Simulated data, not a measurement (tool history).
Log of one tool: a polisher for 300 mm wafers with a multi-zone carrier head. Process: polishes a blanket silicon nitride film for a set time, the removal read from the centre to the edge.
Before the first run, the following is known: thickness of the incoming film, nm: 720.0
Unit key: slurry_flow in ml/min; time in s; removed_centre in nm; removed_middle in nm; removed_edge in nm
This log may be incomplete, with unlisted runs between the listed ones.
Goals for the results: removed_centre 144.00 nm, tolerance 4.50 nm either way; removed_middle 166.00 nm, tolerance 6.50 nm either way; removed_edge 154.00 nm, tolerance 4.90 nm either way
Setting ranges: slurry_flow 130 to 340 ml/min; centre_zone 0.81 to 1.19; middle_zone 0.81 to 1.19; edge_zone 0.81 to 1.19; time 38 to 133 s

run,hour,slurry_flow,centre_zone,middle_zone,edge_zone,time,removed_centre,removed_middle,removed_edge
1,0.0,220,1.00,1.00,1.00,85,131.71,123.44,127.94
2,3.4,220,1.00,0.97,1.00,85,134.69,125.34,127.75
3,4.6,240,0.97,1.02,0.97,91,141.64,141.79,134.65
4,5.5,240,0.97,1.02,0.90,91,139.26,139.22,128.81
5,8.4,250,0.95,1.05,0.96,92,140.24,142.06,137.80
6,14.0,225,0.95,1.05,0.96,92,139.05,138.99,137.83
7,19.4,255,0.93,1.08,0.97,93,138.88,144.69,139.37
8,22.5,270,0.91,1.11,0.97,95,138.77,151.73,141.86
9,25.5,275,0.91,1.13,0.99,96,138.95,159.01,145.62
10,29.7,275,0.92,1.13,1.01,97,146.41,159.75,149.89

Which single option among these 4 for the next run brings every result within its allowed miss of target? Just one does.
A,33.9,335,0.86,0.92,1.03,100,?,?,?
B,33.9,255,0.88,1.12,0.99,101,?,?,?
C,33.9,320,0.90,1.19,0.87,95,?,?,?
D,33.9,340,0.90,1.19,0.94,95,?,?,?

move,removed_centre,removed_middle,removed_edge
A,141.27,148.43,159.69
B,141.86,165.76,154.85
C,140.08,166.28,140.11
D,140.91,167.16,145.40
A: lands further from the targets than the last run did
B: every result lands within tolerance
C: puts the biggest miss on target and leaves a different result outside tolerance
D: puts the biggest miss on target and leaves a different result outside tolerance
Move B is the one to make.
